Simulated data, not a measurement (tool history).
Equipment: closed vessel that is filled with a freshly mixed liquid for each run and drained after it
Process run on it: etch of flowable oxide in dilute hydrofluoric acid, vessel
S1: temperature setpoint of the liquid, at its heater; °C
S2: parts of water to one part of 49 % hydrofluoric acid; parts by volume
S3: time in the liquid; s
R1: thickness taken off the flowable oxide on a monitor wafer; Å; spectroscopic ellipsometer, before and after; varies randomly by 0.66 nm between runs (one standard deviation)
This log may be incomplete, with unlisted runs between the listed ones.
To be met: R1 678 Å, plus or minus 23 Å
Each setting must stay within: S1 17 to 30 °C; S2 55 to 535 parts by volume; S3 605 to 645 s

run,day,S1,S2,S3,R1
1,0,22,295,605,506.78
2,0.367,23,295,605,520.93
3,0.654,24,295,605,538.45
4,0.908,22.5,295,605,509.46
5,1.238,22.5,295,645,540.01
6,1.621,22.5,200,645,881.03
7,1.983,22,205,645,845.82
8,2.042,21.5,205,645,824.69
9,2.379,21,205,645,819.48
10,2.562,17,230,645,592.61

Consider the 4 candidate settings below. Which is the only one whose results all fall within their allowed miss of target?
A,2.746,21,255,645,?
B,2.746,18,210,635,?
C,2.746,22.5,310,640,?
D,2.746,17,210,615,?

move,R1
A,612.12
B,680.86
C,500.77
D,633.91
A: better than the last run, though not everything is in spec
B: meets every target
C: further off than the last run
D: better than the last run, though not everything is in spec
B meets every target.
